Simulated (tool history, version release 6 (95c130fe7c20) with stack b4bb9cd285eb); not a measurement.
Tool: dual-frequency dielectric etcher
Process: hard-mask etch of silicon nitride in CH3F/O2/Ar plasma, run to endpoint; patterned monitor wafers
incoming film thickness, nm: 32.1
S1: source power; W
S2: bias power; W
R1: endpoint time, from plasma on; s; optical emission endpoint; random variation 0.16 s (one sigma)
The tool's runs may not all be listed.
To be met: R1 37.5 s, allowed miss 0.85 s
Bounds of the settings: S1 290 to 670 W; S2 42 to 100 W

Run 1, hour 0: S1 480 W, S2 71 W. Result: R1 42.139 s.
Run 2, hour 7.4: S1 400 W, S2 71 W. Result: R1 44.717 s.
Run 3, hour 8.9: S1 400 W, S2 66 W. Result: R1 45.627 s.
Run 4, hour 14.6: S1 400 W, S2 59 W. Result: R1 48.205 s.
Run 5, hour 16.3: S1 400 W, S2 70 W. Result: R1 44.652 s.
Run 6, hour 19.8: S1 340 W, S2 70 W. Result: R1 46.388 s.
Run 7, hour 26.3: S1 410 W, S2 73 W. Result: R1 43.417 s.
Run 8, hour 31.6: S1 460 W, S2 75 W. Result: R1 41.575 s.
Run 9, hour 33.4: S1 490 W, S2 76 W. Result: R1 40.888 s.
Run 10, hour 37.6: S1 520 W, S2 77 W. Result: R1 40.121 s.
Run 11, hour 38.8: S1 540 W, S2 78 W. Result: R1 39.317 s.

5 next moves are on the table. One of them brings every result within its allowed miss. Which?
Run A, hour 40: S1 440 W, S2 81 W. Result: R1 ?.
Run B, hour 40: S1 590 W, S2 82 W. Result: R1 ?.
Run C, hour 40: S1 460 W, S2 71 W. Result: R1 ?.
Run D, hour 40: S1 430 W, S2 86 W. Result: R1 ?.
Run E, hour 40: S1 520 W, S2 81 W. Result: R1 ?.

move      R1
   A  40.717
   B  37.599
   C  42.754
   D  39.846
   E  39.068
A: further off than the last run
B: meets every target
C: further off than the last run
D: further off than the last run
E: nearer than the last run, and not there yet
Move B is the one to make.

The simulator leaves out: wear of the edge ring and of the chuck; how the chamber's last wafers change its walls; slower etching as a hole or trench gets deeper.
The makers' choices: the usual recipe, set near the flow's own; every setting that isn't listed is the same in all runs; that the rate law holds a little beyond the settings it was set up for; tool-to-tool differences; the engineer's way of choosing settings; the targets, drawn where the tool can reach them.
